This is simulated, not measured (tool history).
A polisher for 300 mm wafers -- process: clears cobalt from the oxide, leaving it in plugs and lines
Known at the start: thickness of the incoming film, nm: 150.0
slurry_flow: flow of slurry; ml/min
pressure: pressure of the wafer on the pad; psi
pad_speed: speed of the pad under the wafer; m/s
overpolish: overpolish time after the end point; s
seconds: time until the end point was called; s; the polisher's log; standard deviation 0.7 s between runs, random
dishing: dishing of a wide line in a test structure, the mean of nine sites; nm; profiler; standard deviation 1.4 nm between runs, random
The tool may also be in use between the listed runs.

| run | day | slurry_flow | pressure | pad_speed | overpolish | seconds | dishing |
|---|---|---|---|---|---|---|---|
| 1 | 0.000 | 120 | 2.3 | 1.30 | 21 | 21.903 | 58.182 |
| 2 | 0.025 | 135 | 2.3 | 1.30 | 21 | 22.715 | 58.568 |
| 3 | 0.046 | 135 | 2.1 | 1.30 | 21 | 23.313 | 57.963 |
| 4 | 0.267 | 135 | 2.0 | 1.28 | 22 | 25.308 | 56.262 |
| 5 | 0.325 | 135 | 2.0 | 1.28 | 13 | 25.617 | 48.043 |
| 6 | 0.454 | 135 | 2.0 | 1.28 | 22 | 25.198 | 56.809 |
| 7 | 0.762 | 135 | 1.9 | 1.26 | 23 | 27.600 | 54.660 |
| 8 | 1.042 | 135 | 1.8 | 1.26 | 24 | 28.803 | 54.282 |

The next listed run, before its measurement:
| 9 | 1.100 | 135 | 1.8 | 1.26 | 24 | ? | ? |

seconds: 28.634 s
dishing: 53.558 nm
